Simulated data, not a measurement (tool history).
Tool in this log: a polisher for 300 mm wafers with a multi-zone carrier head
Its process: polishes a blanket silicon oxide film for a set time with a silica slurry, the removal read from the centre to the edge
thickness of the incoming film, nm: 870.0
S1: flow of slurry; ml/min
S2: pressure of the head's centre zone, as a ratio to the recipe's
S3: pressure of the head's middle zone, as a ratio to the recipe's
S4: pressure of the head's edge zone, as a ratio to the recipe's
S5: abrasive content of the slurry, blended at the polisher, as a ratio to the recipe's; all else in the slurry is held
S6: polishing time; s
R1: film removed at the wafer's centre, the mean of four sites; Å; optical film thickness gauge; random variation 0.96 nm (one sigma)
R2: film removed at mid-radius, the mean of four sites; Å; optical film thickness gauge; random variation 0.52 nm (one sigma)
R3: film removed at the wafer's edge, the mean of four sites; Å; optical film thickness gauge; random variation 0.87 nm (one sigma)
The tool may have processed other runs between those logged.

| run | hour | S1 | S2 | S3 | S4 | S5 | S6 | R1 | R2 | R3 |
|---|---|---|---|---|---|---|---|---|---|---|
| 1 | 0.0 | 150 | 1.00 | 1.00 | 1.00 | 1.00 | 48 | 1067.60 | 1067.10 | 1054.90 |
| 2 | 7.1 | 140 | 0.96 | 0.98 | 0.96 | 0.95 | 48 | 995.74 | 1021.20 | 1003.00 |
| 3 | 14.1 | 140 | 0.96 | 0.98 | 0.92 | 0.95 | 48 | 991.47 | 1024.50 | 986.69 |
| 4 | 20.9 | 140 | 0.96 | 0.98 | 0.92 | 0.85 | 48 | 943.89 | 975.11 | 952.15 |
| 5 | 22.1 | 130 | 0.93 | 0.96 | 0.90 | 0.85 | 48 | 905.92 | 940.07 | 948.53 |
| 6 | 25.2 | 130 | 0.98 | 0.96 | 0.90 | 0.85 | 48 | 951.02 | 944.63 | 919.75 |
| 7 | 29.8 | 125 | 0.95 | 0.96 | 0.88 | 0.80 | 48 | 889.39 | 916.98 | 885.43 |

Estimate the outcome of run 8 from the log above:
| 8 | 34.1 | 120 | 0.93 | 0.95 | 0.88 | 0.80 | 48 | ? | ? | ? |

{"run 8": {"R1": 870.85, "R2": 896.7, "R3": 885.27}}
